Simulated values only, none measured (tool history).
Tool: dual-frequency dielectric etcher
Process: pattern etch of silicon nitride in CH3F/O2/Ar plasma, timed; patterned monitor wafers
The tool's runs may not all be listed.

run	hour	source power (W)	bias power (W)	etch time (s)	mean etch depth across the wafer (angstrom)
1	0.0	530	72	51.5	346.01
2	5.1	530	72	51.5	347.02
3	6.2	520	72	51.5	342.23
4	10.8	510	72	51.5	339.91
5	17.2	560	72	51.5	352.70
6	23.0	540	72	51.5	347.76
7	30.3	530	72	51.5	346.28

What does the tool deliver on the next run?
8	37.2	430	68	51.5	?

mean etch depth across the wafer (angstrom): 309.95
